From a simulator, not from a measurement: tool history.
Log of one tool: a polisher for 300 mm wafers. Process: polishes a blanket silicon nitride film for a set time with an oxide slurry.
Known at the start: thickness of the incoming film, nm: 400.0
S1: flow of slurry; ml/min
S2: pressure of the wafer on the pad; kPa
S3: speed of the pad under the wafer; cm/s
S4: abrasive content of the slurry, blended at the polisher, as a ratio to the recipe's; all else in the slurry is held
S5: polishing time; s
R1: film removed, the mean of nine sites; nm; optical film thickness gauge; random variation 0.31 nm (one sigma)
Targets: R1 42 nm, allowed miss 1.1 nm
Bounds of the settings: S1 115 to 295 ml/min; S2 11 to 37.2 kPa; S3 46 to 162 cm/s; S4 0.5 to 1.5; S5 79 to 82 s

run	hour	S1	S2	S3	S4	S5	R1
1	0	190	24.1	104	1	79	66.677
2	3.5	165	24.1	104	1	79	63.823
3	6.8	160	22.8	104	1	79	60.144
4	13.9	140	22.8	104	1	79	60.105
5	18.9	140	22.8	94	1	79	55.966
6	19.7	175	22.8	94	1	79	58.078
7	26.7	170	22.1	94	1	79	56.959
8	31.3	165	21.4	94	1	79	54.37
9	36.6	160	20.7	94	1	79	52.472
10	38.6	155	20	94	1	79	49.905
# hour 43.5: head pressure recalibrated
11	43.5	150	19.3	94	1	79	45.184
12	52.1	145	19.3	94	1	79	44.594
13	54.6	130	17.9	94	1	79	40.097

Which of these 5 next moves meets every target?
A	57.1	155	13.1	122	1.05	79	?
B	57.1	115	19.3	90	1.05	79	?
C	57.1	115	15.9	98	1.05	80	?
D	57.1	150	18.6	88	0.9	79	?
E	57.1	140	16.5	114	0.8	79	?

move	R1
A	37.804
B	42.827
C	37.672
D	39.378
E	36.783
A: further off than the last run
B: meets every target
C: further off than the last run
D: further off than the last run
E: further off than the last run
Answer: B
